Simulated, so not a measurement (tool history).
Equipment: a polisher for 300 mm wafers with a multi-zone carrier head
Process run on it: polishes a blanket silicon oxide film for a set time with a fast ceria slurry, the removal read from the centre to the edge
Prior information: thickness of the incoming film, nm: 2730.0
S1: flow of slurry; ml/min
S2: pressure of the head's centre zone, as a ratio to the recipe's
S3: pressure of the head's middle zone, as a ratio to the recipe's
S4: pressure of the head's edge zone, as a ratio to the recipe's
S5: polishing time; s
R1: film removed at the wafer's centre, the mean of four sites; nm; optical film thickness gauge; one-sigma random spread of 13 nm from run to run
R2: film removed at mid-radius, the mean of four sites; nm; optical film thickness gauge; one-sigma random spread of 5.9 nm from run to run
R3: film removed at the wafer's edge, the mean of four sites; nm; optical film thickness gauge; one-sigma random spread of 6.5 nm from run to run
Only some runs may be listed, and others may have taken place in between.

run  hour   S1    S2    S3    S4  S5      R1      R2      R3
  1     0  215     1     1     1  60  1150.6  1127.8  1148.9
  2   5.4  215     1     1     1  52  995.47  979.57   985.9
  3   8.5  215     1     1     1  44  843.74  824.21  842.75
  4  14.7  215  0.92     1     1  44   798.3  821.89  855.63
  5  18.4  230  0.96  1.02  0.99  44  829.85  840.31  854.84
  6  23.1  230  0.96  1.02  1.06  44  807.15  848.91  868.18
  7  27.4  240     1  1.04  1.04  44  858.49   873.5  869.21

Run 8 comes next. What will it give?
  8    34  250  1.02  1.06  1.03  44   ?   ?   ?

R1: 881.05 nm
R2: 890.25 nm
R3: 867.39 nm

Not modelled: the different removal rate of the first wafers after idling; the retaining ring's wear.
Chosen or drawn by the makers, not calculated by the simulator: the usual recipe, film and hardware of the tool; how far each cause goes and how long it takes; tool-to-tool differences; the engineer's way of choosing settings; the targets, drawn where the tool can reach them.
